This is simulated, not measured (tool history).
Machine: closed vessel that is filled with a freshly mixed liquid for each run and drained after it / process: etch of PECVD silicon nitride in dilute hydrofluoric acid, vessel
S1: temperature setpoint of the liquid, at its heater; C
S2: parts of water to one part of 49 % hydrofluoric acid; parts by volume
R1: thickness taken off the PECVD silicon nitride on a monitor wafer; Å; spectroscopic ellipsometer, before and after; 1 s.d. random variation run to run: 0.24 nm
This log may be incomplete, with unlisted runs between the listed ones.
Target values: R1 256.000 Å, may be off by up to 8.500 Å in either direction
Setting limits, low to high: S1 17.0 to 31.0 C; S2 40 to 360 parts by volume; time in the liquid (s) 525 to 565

Run 1, hour 0.0: S1 23.0 C, S2 200 parts by volume, time in the liquid (s) 525. Result: R1 87.512 Å.
Run 2, hour 8.0: S1 23.0 C, S2 160 parts by volume, time in the liquid (s) 525. Result: R1 108.300 Å.
Run 3, hour 10.0: S1 25.5 C, S2 135 parts by volume, time in the liquid (s) 525. Result: R1 150.190 Å.
Run 4, hour 15.5: S1 25.5 C, S2 135 parts by volume, time in the liquid (s) 525. Result: R1 151.640 Å.
Run 5, hour 23.6: S1 27.0 C, S2 130 parts by volume, time in the liquid (s) 525. Result: R1 174.930 Å.
Run 6, hour 32.3: S1 28.5 C, S2 125 parts by volume, time in the liquid (s) 525. Result: R1 196.910 Å.
Run 7, hour 37.8: S1 29.5 C, S2 120 parts by volume, time in the liquid (s) 525. Result: R1 223.440 Å.
Run 8, hour 39.5: S1 30.0 C, S2 120 parts by volume, time in the liquid (s) 525. Result: R1 229.720 Å.

Next run, 4 choices. One meets every target within its allowed miss, the rest don't. Which?
Run A, hour 41.2: S1 29.0 C, S2 100 parts by volume, time in the liquid (s) 525. Result: R1 ?.
Run B, hour 41.2: S1 30.0 C, S2 105 parts by volume, time in the liquid (s) 560. Result: R1 ?.
Run C, hour 41.2: S1 27.0 C, S2 85 parts by volume, time in the liquid (s) 550. Result: R1 ?.
Run D, hour 41.2: S1 29.0 C, S2 95 parts by volume, time in the liquid (s) 525. Result: R1 ?.

move       R1
   A  256.480
   B  277.420
   C  278.030
   D  270.010
A: hits every target within its allowed miss
B: carries the result that was furthest off beyond its target, to the other side
C: carries the result that was furthest off beyond its target, to the other side
D: carries the result that was furthest off beyond its target, to the other side
Answer: A

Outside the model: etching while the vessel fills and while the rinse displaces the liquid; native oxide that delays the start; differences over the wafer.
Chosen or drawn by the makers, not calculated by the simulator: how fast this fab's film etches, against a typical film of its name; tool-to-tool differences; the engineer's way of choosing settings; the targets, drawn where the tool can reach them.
